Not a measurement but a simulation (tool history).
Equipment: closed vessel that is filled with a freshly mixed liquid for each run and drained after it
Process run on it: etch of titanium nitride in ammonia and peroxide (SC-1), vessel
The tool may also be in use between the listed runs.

run	hour	temperature setpoint of the liquid (°C)	parts of water to one part of 30 % peroxide (parts by volume)	parts of 29 % ammonia solution to one part of 30 % peroxide (parts by volume)	time in the liquid (s)	thickness taken off the titanium nitride on a monitor wafer (nm)
1	0.0	57.0	13.5	0.55	450	66.050
2	3.9	57.0	13.5	0.55	485	71.174
3	7.7	57.0	13.5	0.55	450	67.059
4	8.6	57.0	13.5	0.55	485	70.616
5	13.6	57.0	11.5	0.55	485	78.050
6	17.3	55.5	11.5	0.55	485	68.544
7	23.9	54.0	11.5	0.55	485	62.915
8	28.3	52.5	11.5	0.55	485	56.652

The next listed run, before its measurement:
9	35.4	51.5	11.5	0.55	485	?

Logged for run 9: thickness taken off the titanium nitride on a monitor wafer (nm) 52.854.

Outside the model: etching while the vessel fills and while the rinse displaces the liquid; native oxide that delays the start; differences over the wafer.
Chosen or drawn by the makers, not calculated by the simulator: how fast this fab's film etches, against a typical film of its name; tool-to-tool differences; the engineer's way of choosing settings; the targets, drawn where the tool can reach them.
